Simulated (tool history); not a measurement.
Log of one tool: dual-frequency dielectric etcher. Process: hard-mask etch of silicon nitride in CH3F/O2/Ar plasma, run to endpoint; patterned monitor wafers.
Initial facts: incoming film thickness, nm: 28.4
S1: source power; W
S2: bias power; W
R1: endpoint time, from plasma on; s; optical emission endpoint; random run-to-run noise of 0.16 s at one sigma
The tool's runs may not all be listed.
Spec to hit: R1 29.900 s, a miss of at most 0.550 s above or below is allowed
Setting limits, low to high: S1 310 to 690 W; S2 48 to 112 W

run 1 day=0.000 | S1=500 S2=80 | R1=34.649
run 2 day=0.083 | S1=520 S2=81 | R1=33.951
run 3 day=0.371 | S1=440 S2=81 | R1=36.667
run 4 day=0.421 | S1=470 S2=81 | R1=35.711
run 5 day=0.692 | S1=420 S2=81 | R1=36.638
run 6 day=0.958 | S1=420 S2=76 | R1=38.194
run 7 day=1.254 | S1=450 S2=77 | R1=36.772
run 8 day=1.358 | S1=480 S2=78 | R1=35.428
run 9 day=1.404 | S1=480 S2=78 | R1=35.230

Exercise: of the 5 proposed moves below, exactly one satisfies all targets within the stated allowed misses. Which move is it?
run A day=1.450 | S1=610 S2=88 | R1=?
run B day=1.450 | S1=550 S2=93 | R1=?
run C day=1.450 | S1=650 S2=90 | R1=?
run D day=1.450 | S1=640 S2=103 | R1=?
run E day=1.450 | S1=600 S2=88 | R1=?

move=A R1=31.001
move=B R1=31.705
move=C R1=30.012
move=D R1=28.863
move=E R1=31.204
A: closes in on the targets versus the last run, not all within tolerance yet
B: closes in on the targets versus the last run, not all within tolerance yet
C: hits every target within its allowed miss
D: takes the result that was furthest off past its target
E: closes in on the targets versus the last run, not all within tolerance yet
Move C is the one to make.

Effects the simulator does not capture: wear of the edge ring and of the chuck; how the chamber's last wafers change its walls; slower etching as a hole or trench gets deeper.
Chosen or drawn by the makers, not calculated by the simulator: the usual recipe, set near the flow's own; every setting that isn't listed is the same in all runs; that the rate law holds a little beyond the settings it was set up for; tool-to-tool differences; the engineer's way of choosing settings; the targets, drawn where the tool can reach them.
